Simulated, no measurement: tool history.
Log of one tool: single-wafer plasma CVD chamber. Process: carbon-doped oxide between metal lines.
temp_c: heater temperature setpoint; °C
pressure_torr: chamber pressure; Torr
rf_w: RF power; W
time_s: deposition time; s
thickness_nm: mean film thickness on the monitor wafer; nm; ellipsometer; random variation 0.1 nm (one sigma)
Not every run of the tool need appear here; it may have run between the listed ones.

Run 1, hour 0.0: temp_c 350 °C, pressure_torr 6.30 Torr, rf_w 570 W, time_s 9.1 s. Result: thickness_nm 51.190 nm.
Run 2, hour 5.6: temp_c 354 °C, pressure_torr 5.97 Torr, rf_w 555 W, time_s 9.1 s. Result: thickness_nm 49.617 nm.
Run 3, hour 9.3: temp_c 347 °C, pressure_torr 5.97 Torr, rf_w 555 W, time_s 9.1 s. Result: thickness_nm 50.425 nm.
Run 4, hour 15.4: temp_c 350 °C, pressure_torr 5.59 Torr, rf_w 540 W, time_s 9.1 s. Result: thickness_nm 48.765 nm.
Run 5, hour 23.1: temp_c 350 °C, pressure_torr 5.59 Torr, rf_w 540 W, time_s 9.1 s. Result: thickness_nm 48.823 nm.
Run 6, hour 30.1: temp_c 346 °C, pressure_torr 5.59 Torr, rf_w 540 W, time_s 9.1 s. Result: thickness_nm 48.995 nm.
Run 7, hour 34.9: temp_c 348 °C, pressure_torr 5.19 Torr, rf_w 530 W, time_s 9.1 s. Result: thickness_nm 47.535 nm.
Run 8, hour 37.5: temp_c 351 °C, pressure_torr 4.89 Torr, rf_w 530 W, time_s 9.1 s. Result: thickness_nm 46.969 nm.
Run 9, hour 44.3: temp_c 354 °C, pressure_torr 4.65 Torr, rf_w 530 W, time_s 9.1 s. Result: thickness_nm 46.310 nm.
Run 10, hour 49.1: temp_c 356 °C, pressure_torr 4.49 Torr, rf_w 530 W, time_s 9.1 s. Result: thickness_nm 45.770 nm.
Run 11, hour 53.3: temp_c 358 °C, pressure_torr 4.39 Torr, rf_w 530 W, time_s 9.1 s. Result: thickness_nm 45.550 nm.
Run 12, hour 57.7: temp_c 358 °C, pressure_torr 4.39 Torr, rf_w 530 W, time_s 9.1 s. Result: thickness_nm 45.382 nm.
Run 13, hour 62.6: temp_c 360 °C, pressure_torr 4.32 Torr, rf_w 530 W, time_s 9.1 s. Result: thickness_nm 45.274 nm.
Run 14, hour 63.6: temp_c 368 °C, pressure_torr 3.81 Torr, rf_w 520 W, time_s 9.1 s. Result: thickness_nm 43.137 nm.

What will run 15 give?
Run 15, hour 68.7: temp_c 367 °C, pressure_torr 3.86 Torr, rf_w 520 W, time_s 9.1 s. Result: thickness_nm ?.

thickness_nm: 43.271 nm
